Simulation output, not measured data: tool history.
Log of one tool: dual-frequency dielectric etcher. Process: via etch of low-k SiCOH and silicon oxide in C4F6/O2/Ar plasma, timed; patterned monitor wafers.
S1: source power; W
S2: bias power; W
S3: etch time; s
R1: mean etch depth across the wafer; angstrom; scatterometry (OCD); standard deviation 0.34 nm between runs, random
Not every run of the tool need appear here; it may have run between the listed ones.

{"run": 1, "day": 0.0, "S1": 420, "S2": 163, "S3": 33, "R1": 866.52}
{"run": 2, "day": 0.258, "S1": 420, "S2": 163, "S3": 33, "R1": 856.6}
{"run": 3, "day": 0.296, "S1": 470, "S2": 163, "S3": 33, "R1": 901.4}
{"run": 4, "day": 0.325, "S1": 470, "S2": 163, "S3": 33, "R1": 895.92}
{"run": 5, "day": 0.517, "S1": 440, "S2": 163, "S3": 33, "R1": 881.28}
{"run": 6, "day": 0.821, "S1": 440, "S2": 163, "S3": 33, "R1": 884.75}
{"run": 7, "day": 0.854, "S1": 400, "S2": 148, "S3": 32.5, "R1": 811.98}
{"run": 8, "day": 1.162, "S1": 370, "S2": 143, "S3": 32.5, "R1": 782.55}
{"run": 9, "day": 1.2, "S1": 350, "S2": 140, "S3": 32.5, "R1": 756.32}
{"run": 10, "day": 1.388, "S1": 340, "S2": 138, "S3": 32.5, "R1": 744.6}

Run 11, settings as shown, results not yet in. Your forecast:
{"run": 11, "day": 1.596, "S1": 330, "S2": 137, "S3": 32.5, "R1": "?"}

{"run 11": {"R1": 733.79}}

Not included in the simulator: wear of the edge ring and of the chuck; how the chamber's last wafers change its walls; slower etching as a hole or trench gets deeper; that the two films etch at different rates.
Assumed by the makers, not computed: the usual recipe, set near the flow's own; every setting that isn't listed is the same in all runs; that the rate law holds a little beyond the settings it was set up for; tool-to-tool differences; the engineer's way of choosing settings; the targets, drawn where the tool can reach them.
